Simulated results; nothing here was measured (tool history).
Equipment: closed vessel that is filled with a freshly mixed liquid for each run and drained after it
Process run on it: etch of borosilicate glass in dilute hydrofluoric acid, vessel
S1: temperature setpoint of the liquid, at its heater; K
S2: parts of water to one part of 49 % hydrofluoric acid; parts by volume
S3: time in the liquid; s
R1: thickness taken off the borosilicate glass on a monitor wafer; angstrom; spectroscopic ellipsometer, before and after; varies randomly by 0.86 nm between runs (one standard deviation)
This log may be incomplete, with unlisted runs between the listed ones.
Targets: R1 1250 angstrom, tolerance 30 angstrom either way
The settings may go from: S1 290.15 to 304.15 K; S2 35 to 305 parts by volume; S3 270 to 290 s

run	hour	S1	S2	S3	R1
1	0	296.15	170	270	802.03
2	1.5	296.15	195	270	682.34
3	9.6	296.15	195	290	733.68
4	17.7	296.15	245	290	556.61
5	26	298.15	225	290	661.02
6	27.2	299.65	225	290	701
7	35.4	300.65	210	290	790.48
8	42.9	301.65	195	290	905.01
9	49.2	302.15	185	290	971.6
10	53	304.15	150	290	1343.1
11	57.9	303.65	150	290	1326.3
12	59.8	303.15	150	290	1305
13	65.4	302.65	150	290	1283

Below are 5 possible settings for the next run. Only one of them brings all results inside the allowed miss of their targets. Which is it?
A	71	304.15	165	285	?
B	71	303.65	140	270	?
C	71	302.15	155	285	?
D	71	304.15	150	270	?
E	71	299.65	145	290	?

move	R1
A	1197.9
B	1360.5
C	1205
D	1274.4
E	1213.1
A: takes the result that was furthest off past its target
B: the biggest miss grows against the last run
C: takes the result that was furthest off past its target
D: every result lands within tolerance
E: takes the result that was furthest off past its target
The right move is D.
